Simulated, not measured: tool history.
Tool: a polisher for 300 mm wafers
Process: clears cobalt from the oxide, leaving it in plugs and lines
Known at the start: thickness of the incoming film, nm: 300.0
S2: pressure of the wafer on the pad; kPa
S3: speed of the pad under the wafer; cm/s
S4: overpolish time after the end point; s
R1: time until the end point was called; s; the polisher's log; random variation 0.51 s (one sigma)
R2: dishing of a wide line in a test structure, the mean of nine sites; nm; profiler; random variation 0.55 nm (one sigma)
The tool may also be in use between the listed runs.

Run 1, hour 0: flow of slurry (ml/min) 150, S2 11.7 kPa, S3 116 cm/s, S4 17 s. Result: R1 66.297 s, R2 38.277 nm.
Run 2, hour 4.6: flow of slurry (ml/min) 150, S2 9 kPa, S3 116 cm/s, S4 17 s. Result: R1 87.15 s, R2 34.238 nm.
Run 3, hour 8.8: flow of slurry (ml/min) 150, S2 9 kPa, S3 116 cm/s, S4 20 s. Result: R1 84.76 s, R2 35.516 nm.
Run 4, hour 15.3: flow of slurry (ml/min) 185, S2 9 kPa, S3 116 cm/s, S4 20 s. Result: R1 82.961 s, R2 37.589 nm.
Run 5, hour 19.2: flow of slurry (ml/min) 200, S2 9 kPa, S3 116 cm/s, S4 20 s. Result: R1 82.978 s, R2 38.307 nm.
Run 6, hour 24.5: flow of slurry (ml/min) 200, S2 6.9 kPa, S3 116 cm/s, S4 20 s. Result: R1 104.14 s, R2 34.752 nm.
Run 7, hour 29.2: flow of slurry (ml/min) 170, S2 9 kPa, S3 118 cm/s, S4 16 s. Result: R1 82.869 s, R2 34.556 nm.
Run 8, hour 34.7: flow of slurry (ml/min) 150, S2 10.3 kPa, S3 122 cm/s, S4 13 s. Result: R1 71.095 s, R2 33.067 nm.
Run 9, hour 38.7: flow of slurry (ml/min) 110, S2 13.8 kPa, S3 114 cm/s, S4 5 s. Result: R1 62.581 s, R2 20.004 nm.

Run 10 comes next. What will it give?
Run 10, hour 44.9: flow of slurry (ml/min) 115, S2 14.5 kPa, S3 114 cm/s, S4 5 s. Result: R1 ?, R2 ?.

Run 10 gave R1 58.335 s, R2 21.393 nm.
